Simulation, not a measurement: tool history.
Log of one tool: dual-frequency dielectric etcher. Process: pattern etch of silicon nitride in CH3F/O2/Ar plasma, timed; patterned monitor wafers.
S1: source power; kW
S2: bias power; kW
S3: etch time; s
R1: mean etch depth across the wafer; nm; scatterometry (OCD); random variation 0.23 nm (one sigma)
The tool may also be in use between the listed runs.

run 1 hour=0 | S1=0.52 S2=0.091 S3=41.5 | R1=30.736
run 2 hour=9 | S1=0.44 S2=0.091 S3=41.5 | R1=29.321
run 3 hour=13.1 | S1=0.47 S2=0.094 S3=41.5 | R1=30.418
run 4 hour=15.2 | S1=0.47 S2=0.088 S3=41.5 | R1=29.48
run 5 hour=18.5 | S1=0.47 S2=0.098 S3=41.5 | R1=30.831
run 6 hour=27 | S1=0.41 S2=0.098 S3=41.5 | R1=30.176
run 7 hour=27.8 | S1=0.43 S2=0.1 S3=41.5 | R1=30.397
run 8 hour=35.2 | S1=0.45 S2=0.102 S3=41.5 | R1=31.356
run 9 hour=42.7 | S1=0.55 S2=0.109 S3=41.5 | R1=33.667
run 10 hour=49.3 | S1=0.56 S2=0.11 S3=41.5 | R1=34.121
run 11 hour=55.6 | S1=0.57 S2=0.111 S3=41.5 | R1=34.497
run 12 hour=61.5 | S1=0.58 S2=0.112 S3=41.5 | R1=34.087
run 13 hour=66.6 | S1=0.59 S2=0.113 S3=41.5 | R1=34.821
run 14 hour=70.1 | S1=0.6 S2=0.114 S3=41.5 | R1=35.428

Forecast run 15:
run 15 hour=78.2 | S1=0.61 S2=0.114 S3=41.5 | R1=?

{"run 15": {"R1": 35.407}}
